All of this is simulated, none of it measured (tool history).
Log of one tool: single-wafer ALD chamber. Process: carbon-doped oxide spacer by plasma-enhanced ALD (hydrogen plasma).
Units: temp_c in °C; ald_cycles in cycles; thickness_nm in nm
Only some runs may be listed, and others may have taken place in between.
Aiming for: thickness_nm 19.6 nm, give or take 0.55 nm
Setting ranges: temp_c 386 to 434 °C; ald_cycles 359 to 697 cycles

| run | hour | temp_c | ald_cycles | thickness_nm |
|---|---|---|---|---|
| 1 | 0 | 410 | 528 | 24.49 |
| 2 | 8.5 | 411 | 509 | 23.531 |
| 3 | 9.4 | 412 | 494 | 22.875 |
| 4 | 14.2 | 412 | 520 | 23.941 |
| 5 | 14.8 | 413 | 503 | 23.167 |
| 6 | 16.4 | 414 | 489 | 22.508 |
| 7 | 24.5 | 415 | 477 | 22.073 |
| 8 | 29.4 | 416 | 466 | 21.195 |
| 9 | 33.8 | 416 | 466 | 21.396 |
| 10 | 36.9 | 421 | 419 | 18.701 |
| 11 | 43.8 | 420 | 421 | 18.943 |

4 next moves are on the table. One of them brings every result within its allowed miss. Which?
| A | 50.7 | 407 | 417 | ? |
| B | 50.7 | 421 | 403 | ? |
| C | 50.7 | 412 | 389 | ? |
| D | 50.7 | 410 | 395 | ? |

| move | thickness_nm |
|---|---|
| A | 19.488 |
| B | 18.087 |
| C | 17.922 |
| D | 18.303 |
A: meets every target
B: misses by more than the last run did
C: misses by more than the last run did
D: misses by more than the last run did
Correct choice: A, which meets every target

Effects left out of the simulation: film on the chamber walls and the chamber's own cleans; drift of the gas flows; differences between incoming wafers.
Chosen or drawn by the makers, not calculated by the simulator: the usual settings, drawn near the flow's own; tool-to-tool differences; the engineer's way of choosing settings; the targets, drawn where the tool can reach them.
